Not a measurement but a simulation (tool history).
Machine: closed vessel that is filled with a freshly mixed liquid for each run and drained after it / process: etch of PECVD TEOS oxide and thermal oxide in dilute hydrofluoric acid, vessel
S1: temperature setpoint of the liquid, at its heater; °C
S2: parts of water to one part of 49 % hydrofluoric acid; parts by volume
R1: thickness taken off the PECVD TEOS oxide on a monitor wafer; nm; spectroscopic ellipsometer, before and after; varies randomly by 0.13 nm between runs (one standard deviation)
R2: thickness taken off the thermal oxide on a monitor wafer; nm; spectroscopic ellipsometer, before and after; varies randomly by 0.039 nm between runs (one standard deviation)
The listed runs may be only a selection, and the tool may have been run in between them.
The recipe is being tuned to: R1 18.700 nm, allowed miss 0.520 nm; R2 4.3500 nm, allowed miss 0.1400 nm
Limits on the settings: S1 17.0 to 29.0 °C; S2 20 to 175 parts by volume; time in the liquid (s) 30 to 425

{"run": 1, "hour": 0.0, "S1": 21.0, "S2": 95, "time in the liquid (s)": 215, "R1": 34.784, "R2": 8.2256}
{"run": 2, "hour": 3.5, "S1": 21.0, "S2": 80, "time in the liquid (s)": 215, "R1": 42.391, "R2": 10.058}
{"run": 3, "hour": 12.1, "S1": 21.0, "S2": 80, "time in the liquid (s)": 255, "R1": 49.579, "R2": 11.882}
{"run": 4, "hour": 19.9, "S1": 20.5, "S2": 85, "time in the liquid (s)": 255, "R1": 46.306, "R2": 10.665}
{"run": 5, "hour": 23.2, "S1": 20.5, "S2": 85, "time in the liquid (s)": 210, "R1": 38.109, "R2": 8.9768}
{"run": 6, "hour": 31.1, "S1": 20.5, "S2": 70, "time in the liquid (s)": 210, "R1": 47.499, "R2": 11.032}
{"run": 7, "hour": 40.3, "S1": 20.0, "S2": 75, "time in the liquid (s)": 210, "R1": 42.749, "R2": 9.9691}
{"run": 8, "hour": 44.8, "S1": 20.0, "S2": 80, "time in the liquid (s)": 210, "R1": 39.827, "R2": 9.3988}
{"run": 9, "hour": 48.1, "S1": 19.5, "S2": 85, "time in the liquid (s)": 210, "R1": 36.401, "R2": 8.4851}
{"run": 10, "hour": 54.3, "S1": 19.5, "S2": 85, "time in the liquid (s)": 210, "R1": 36.852, "R2": 8.4531}
{"run": 11, "hour": 57.1, "S1": 17.0, "S2": 125, "time in the liquid (s)": 210, "R1": 21.423, "R2": 5.0237}
{"run": 12, "hour": 60.2, "S1": 17.0, "S2": 130, "time in the liquid (s)": 210, "R1": 20.509, "R2": 4.7898}
{"run": 13, "hour": 67.4, "S1": 17.0, "S2": 135, "time in the liquid (s)": 210, "R1": 19.694, "R2": 4.56}

4 next moves are on the table. One of them brings every result within its allowed miss. Which?
{"run": "A", "hour": 74.6, "S1": 17.0, "S2": 175, "time in the liquid (s)": 270, "R1": "?", "R2": "?"}
{"run": "B", "hour": 74.6, "S1": 19.0, "S2": 160, "time in the liquid (s)": 205, "R1": "?", "R2": "?"}
{"run": "C", "hour": 74.6, "S1": 24.0, "S2": 140, "time in the liquid (s)": 150, "R1": "?", "R2": "?"}
{"run": "D", "hour": 74.6, "S1": 18.0, "S2": 145, "time in the liquid (s)": 225, "R1": "?", "R2": "?"}

move=A R1=18.904 R2=4.3616
move=B R1=17.262 R2=3.9828
move=C R1=17.945 R2=4.1404
move=D R1=20.384 R2=4.7031
A: hits every target within its allowed miss
B: moves the result that the last run missed by most past its target, out the other side
C: moves the result that the last run missed by most past its target, out the other side
D: lands further from the targets than the last run did
Move A is the one to make.
